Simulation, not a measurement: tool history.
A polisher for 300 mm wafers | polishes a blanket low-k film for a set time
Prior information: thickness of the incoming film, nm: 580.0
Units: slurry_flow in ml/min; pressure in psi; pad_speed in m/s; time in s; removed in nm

run	day	slurry_flow	pressure	pad_speed	slurry_solids	time	removed
1	0	165	1.3	0.76	1	118	29.707
2	0.242	200	1.3	0.76	1	118	30.776
3	0.567	195	1.2	0.76	1	118	28.288
4	0.7	195	1.5	0.76	1	118	34.436
5	0.921	170	1.5	0.76	1	118	34.656
6	0.983	170	1.5	0.76	1	124	35.173
7	1.217	170	1.5	0.76	1	124	35.143
8	1.588	170	1.4	0.76	1	124	33.097
9	1.746	170	1.3	0.76	1	124	31.133
10	2.108	170	1.2	0.76	1	124	28.9

For run 11, what comes out?
11	2.354	165	1.1	0.76	1	124	?

{"run 11": {"removed": 26.018}}

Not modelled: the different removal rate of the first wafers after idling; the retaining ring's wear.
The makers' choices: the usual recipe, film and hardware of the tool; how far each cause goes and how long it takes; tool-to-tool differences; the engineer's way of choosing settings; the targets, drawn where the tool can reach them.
